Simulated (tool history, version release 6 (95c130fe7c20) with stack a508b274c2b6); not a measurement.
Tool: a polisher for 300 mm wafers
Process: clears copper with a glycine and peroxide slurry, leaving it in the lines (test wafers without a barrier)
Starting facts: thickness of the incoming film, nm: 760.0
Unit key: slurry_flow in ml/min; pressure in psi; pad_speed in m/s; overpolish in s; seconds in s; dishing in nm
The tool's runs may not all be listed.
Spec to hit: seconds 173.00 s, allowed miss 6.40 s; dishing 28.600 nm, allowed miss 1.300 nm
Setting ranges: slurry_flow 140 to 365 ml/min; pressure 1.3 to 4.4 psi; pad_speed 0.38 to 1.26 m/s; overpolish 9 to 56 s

| run | hour | slurry_flow | pressure | pad_speed | overpolish | seconds | dishing |
|---|---|---|---|---|---|---|---|
| 1 | 0.0 | 235 | 2.8 | 0.82 | 29 | 171.46 | 79.351 |
| 2 | 3.8 | 235 | 2.8 | 0.82 | 33 | 174.48 | 87.779 |
| 3 | 11.7 | 215 | 2.5 | 0.88 | 29 | 185.28 | 76.323 |
| 4 | 14.7 | 245 | 2.6 | 0.78 | 25 | 187.76 | 65.041 |
| 5 | 16.2 | 270 | 2.6 | 0.78 | 25 | 187.37 | 65.930 |
| 6 | 22.1 | 255 | 2.8 | 0.70 | 22 | 192.07 | 55.897 |
| 7 | 26.3 | 235 | 3.1 | 0.64 | 20 | 197.05 | 52.833 |
| 8 | 29.2 | 300 | 2.3 | 0.86 | 9 | 188.13 | 25.824 |
| 9 | 32.7 | 300 | 2.4 | 0.86 | 9 | 184.72 | 26.462 |

Next run, 4 choices. One meets every target within its allowed miss, the rest don't. Which?
| A | 36.2 | 330 | 2.4 | 0.74 | 9 | ? | ? |
| B | 36.2 | 240 | 1.7 | 1.08 | 9 | ? | ? |
| C | 36.2 | 300 | 2.7 | 0.70 | 9 | ? | ? |
| D | 36.2 | 290 | 2.5 | 0.90 | 9 | ? | ? |

| move | seconds | dishing |
|---|---|---|
| A | 206.96 | 24.681 |
| B | 208.52 | 24.253 |
| C | 199.15 | 25.647 |
| D | 174.50 | 28.900 |
A: lands further from the targets than the last run did
B: lands further from the targets than the last run did
C: lands further from the targets than the last run did
D: all results in spec
D meets every target.

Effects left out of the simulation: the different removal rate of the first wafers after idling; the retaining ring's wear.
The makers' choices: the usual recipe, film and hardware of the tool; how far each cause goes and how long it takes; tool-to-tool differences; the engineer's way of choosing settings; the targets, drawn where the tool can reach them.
